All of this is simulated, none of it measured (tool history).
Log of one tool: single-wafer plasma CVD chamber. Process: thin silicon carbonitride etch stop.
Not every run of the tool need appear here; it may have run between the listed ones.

| run | hour | RF power (kW) | deposition time (s) | mean film thickness on the monitor wafer (angstrom) |
|---|---|---|---|---|
| 1 | 0 | 0.25 | 19.6 | 129.93 |
| 2 | 8.6 | 0.265 | 19.6 | 131.46 |
| 3 | 9.7 | 0.25 | 18.3 | 120.43 |
| 4 | 10.4 | 0.24 | 17.3 | 112.08 |
| 5 | 15.4 | 0.23 | 16.6 | 106.07 |
| 6 | 19.4 | 0.22 | 16.1 | 100.49 |

Expected results for the next run?
| 7 | 27.7 | 0.21 | 15.9 | ? |

{"run 7": {"mean film thickness on the monitor wafer (angstrom)": 97.551}}

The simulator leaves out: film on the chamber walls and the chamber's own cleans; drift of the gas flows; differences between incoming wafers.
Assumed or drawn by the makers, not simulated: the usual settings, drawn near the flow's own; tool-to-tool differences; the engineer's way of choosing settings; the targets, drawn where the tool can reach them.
